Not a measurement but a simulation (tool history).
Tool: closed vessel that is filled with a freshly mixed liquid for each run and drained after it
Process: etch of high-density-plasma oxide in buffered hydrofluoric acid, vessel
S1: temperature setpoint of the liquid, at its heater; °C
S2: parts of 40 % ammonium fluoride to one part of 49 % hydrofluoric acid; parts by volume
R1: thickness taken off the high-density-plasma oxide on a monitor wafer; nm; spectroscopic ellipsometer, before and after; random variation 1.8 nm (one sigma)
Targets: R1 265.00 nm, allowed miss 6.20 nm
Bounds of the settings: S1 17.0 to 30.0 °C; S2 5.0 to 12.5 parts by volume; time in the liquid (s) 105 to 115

run 1 hour=0.0 | S1=22.0 S2=7.5 time_in_the_liquid_(s)=105 | R1=171.55
run 2 hour=5.4 | S1=22.0 S2=7.5 time_in_the_liquid_(s)=115 | R1=187.97
run 3 hour=8.5 | S1=22.5 S2=7.5 time_in_the_liquid_(s)=115 | R1=190.20
run 4 hour=11.9 | S1=23.5 S2=7.5 time_in_the_liquid_(s)=115 | R1=205.45
run 5 hour=18.3 | S1=23.5 S2=9.5 time_in_the_liquid_(s)=115 | R1=162.43
run 6 hour=20.4 | S1=23.5 S2=7.5 time_in_the_liquid_(s)=115 | R1=204.16
run 7 hour=21.3 | S1=24.0 S2=7.5 time_in_the_liquid_(s)=115 | R1=209.12
run 8 hour=27.0 | S1=24.5 S2=7.5 time_in_the_liquid_(s)=115 | R1=217.45

4 next moves are on the table. One of them brings every result within its allowed miss. Which?
run A hour=32.7 | S1=23.5 S2=6.0 time_in_the_liquid_(s)=115 | R1=?
run B hour=32.7 | S1=26.0 S2=7.0 time_in_the_liquid_(s)=115 | R1=?
run C hour=32.7 | S1=26.5 S2=6.5 time_in_the_liquid_(s)=115 | R1=?
run D hour=32.7 | S1=27.0 S2=7.0 time_in_the_liquid_(s)=115 | R1=?

move=A R1=251.47
move=B R1=251.93
move=C R1=275.96
move=D R1=265.79
A: nearer than the last run, and not there yet
B: nearer than the last run, and not there yet
C: takes the result that was furthest off past its target
D: meets every target
The right move is D.

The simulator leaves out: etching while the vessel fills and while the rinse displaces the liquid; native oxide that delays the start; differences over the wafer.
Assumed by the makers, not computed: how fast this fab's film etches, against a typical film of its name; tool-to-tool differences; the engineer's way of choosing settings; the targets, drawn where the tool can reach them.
